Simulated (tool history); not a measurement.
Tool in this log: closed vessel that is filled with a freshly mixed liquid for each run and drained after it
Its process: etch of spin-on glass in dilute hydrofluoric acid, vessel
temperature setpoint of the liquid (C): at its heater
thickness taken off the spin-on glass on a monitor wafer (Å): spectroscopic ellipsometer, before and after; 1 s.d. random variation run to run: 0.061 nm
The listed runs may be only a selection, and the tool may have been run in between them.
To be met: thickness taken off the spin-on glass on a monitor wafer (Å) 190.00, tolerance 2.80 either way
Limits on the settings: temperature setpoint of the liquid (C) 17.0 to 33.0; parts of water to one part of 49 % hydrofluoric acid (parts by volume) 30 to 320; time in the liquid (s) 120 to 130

run,hour,temperature setpoint of the liquid (C),parts of water to one part of 49 % hydrofluoric acid (parts by volume),time in the liquid (s),thickness taken off the spin-on glass on a monitor wafer (Å)
1,0.0,25.0,175,120,170.47
2,6.0,26.0,175,120,176.66
3,13.9,28.5,175,120,193.39
4,14.9,28.5,215,120,150.36
5,22.6,29.5,210,120,160.13
6,24.7,30.5,210,120,165.72
7,26.2,31.0,210,120,167.95
8,28.0,31.5,210,120,170.82
9,33.4,32.0,210,120,174.73

Which one of the following 4 next-run settings gets every result inside its allowed miss? There is exactly one.
A,38.8,31.0,200,130,?
B,38.8,31.0,190,120,?
C,38.8,33.0,210,130,?
D,38.8,33.0,205,130,?

move,thickness taken off the spin-on glass on a monitor wafer (Å)
A,194.11
B,191.00
C,195.23
D,201.29
A: takes the result that was furthest off past its target
B: all results land within tolerance of their targets
C: takes the result that was furthest off past its target
D: takes the result that was furthest off past its target
Move B is the one to make.

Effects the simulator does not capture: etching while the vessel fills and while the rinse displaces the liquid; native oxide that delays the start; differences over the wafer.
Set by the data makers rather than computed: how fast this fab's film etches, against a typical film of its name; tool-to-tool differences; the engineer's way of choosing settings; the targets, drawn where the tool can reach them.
